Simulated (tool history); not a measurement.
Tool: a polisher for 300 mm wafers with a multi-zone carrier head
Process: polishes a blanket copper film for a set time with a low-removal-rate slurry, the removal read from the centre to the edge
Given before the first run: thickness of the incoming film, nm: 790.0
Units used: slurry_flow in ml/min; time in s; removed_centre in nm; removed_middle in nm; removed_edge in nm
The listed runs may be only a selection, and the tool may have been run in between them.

Run 1, day 0: slurry_flow 280 ml/min, centre_zone 1, middle_zone 1, edge_zone 1, slurry_solids 1, time 70 s. Result: removed_centre 283.57 nm, removed_middle 293.12 nm, removed_edge 296.56 nm.
Run 2, day 0.288: slurry_flow 285 ml/min, centre_zone 1.02, middle_zone 1, edge_zone 1.02, slurry_solids 1.1, time 73 s. Result: removed_centre 316.44 nm, removed_middle 314.47 nm, removed_edge 314.76 nm.
Run 3, day 0.612: slurry_flow 285 ml/min, centre_zone 1.08, middle_zone 1, edge_zone 1.02, slurry_solids 1.1, time 73 s. Result: removed_centre 330.81 nm, removed_middle 310.35 nm, removed_edge 319.72 nm.
Run 4, day 0.808: slurry_flow 285 ml/min, centre_zone 1.11, middle_zone 1, edge_zone 1.02, slurry_solids 1.1, time 73 s. Result: removed_centre 349.1 nm, removed_middle 314.37 nm, removed_edge 321.76 nm.
Run 5, day 1.021: slurry_flow 320 ml/min, centre_zone 1.11, middle_zone 1, edge_zone 1.02, slurry_solids 1.1, time 73 s. Result: removed_centre 343.58 nm, removed_middle 318.47 nm, removed_edge 325.6 nm.
Run 6, day 1.104: slurry_flow 325 ml/min, centre_zone 1.11, middle_zone 0.99, edge_zone 1.04, slurry_solids 1.15, time 75 s. Result: removed_centre 358.84 nm, removed_middle 326.63 nm, removed_edge 338.81 nm.
Run 7, day 1.158: slurry_flow 325 ml/min, centre_zone 1.1, middle_zone 0.98, edge_zone 1.06, slurry_solids 1.2, time 77 s. Result: removed_centre 369.43 nm, removed_middle 335.26 nm, removed_edge 359.04 nm.
Run 8, day 1.296: slurry_flow 330 ml/min, centre_zone 1.1, middle_zone 0.99, edge_zone 1.08, slurry_solids 1.25, time 78 s. Result: removed_centre 373.82 nm, removed_middle 342.24 nm, removed_edge 367.56 nm.
Run 9, day 1.454: slurry_flow 330 ml/min, centre_zone 1.1, middle_zone 0.99, edge_zone 1.08, slurry_solids 1.25, time 78 s. Result: removed_centre 371.45 nm, removed_middle 347.68 nm, removed_edge 367.96 nm.
Run 10, day 1.688: slurry_flow 330 ml/min, centre_zone 1.11, middle_zone 0.99, edge_zone 1.09, slurry_solids 1.3, time 79 s. Result: removed_centre 384.75 nm, removed_middle 352.17 nm, removed_edge 374.9 nm.
Run 11, day 1.846: slurry_flow 335 ml/min, centre_zone 1.12, middle_zone 0.99, edge_zone 1.1, slurry_solids 1.35, time 80 s. Result: removed_centre 392.66 nm, removed_middle 364.95 nm, removed_edge 390.92 nm.

Forecast run 12:
Run 12, day 2.129: slurry_flow 335 ml/min, centre_zone 1.13, middle_zone 0.99, edge_zone 1.11, slurry_solids 1.35, time 81 s. Result: removed_centre ?, removed_middle ?, removed_edge ?.

Run 12 produced removed_centre 407.55 nm, removed_middle 370.56 nm, removed_edge 398.11 nm.
